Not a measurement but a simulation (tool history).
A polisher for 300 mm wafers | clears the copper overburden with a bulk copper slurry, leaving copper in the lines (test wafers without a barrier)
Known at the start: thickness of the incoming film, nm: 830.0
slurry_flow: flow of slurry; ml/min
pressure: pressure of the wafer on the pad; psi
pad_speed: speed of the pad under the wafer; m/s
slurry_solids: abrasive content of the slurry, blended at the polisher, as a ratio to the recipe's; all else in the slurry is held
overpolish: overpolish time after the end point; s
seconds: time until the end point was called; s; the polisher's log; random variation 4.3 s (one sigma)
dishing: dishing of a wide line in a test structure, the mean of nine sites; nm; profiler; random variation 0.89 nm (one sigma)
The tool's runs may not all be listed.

run,hour,slurry_flow,pressure,pad_speed,slurry_solids,overpolish,seconds,dishing
1,0.0,200,2.1,1.42,1.0,24,84.530,72.601
2,4.2,200,2.0,1.32,1.0,25,97.086,71.988
3,5.4,200,2.0,1.50,1.0,25,85.360,73.787
4,8.1,160,2.0,1.50,1.0,25,89.151,72.175
5,13.0,155,1.9,1.40,1.0,26,96.038,71.377
6,18.2,125,1.9,1.40,1.0,26,102.010,71.369

Forecast run 7:
7,23.7,120,1.3,1.00,0.9,33,?,?

{"run 7": {"seconds": 199.24, "dishing": 55.176}}

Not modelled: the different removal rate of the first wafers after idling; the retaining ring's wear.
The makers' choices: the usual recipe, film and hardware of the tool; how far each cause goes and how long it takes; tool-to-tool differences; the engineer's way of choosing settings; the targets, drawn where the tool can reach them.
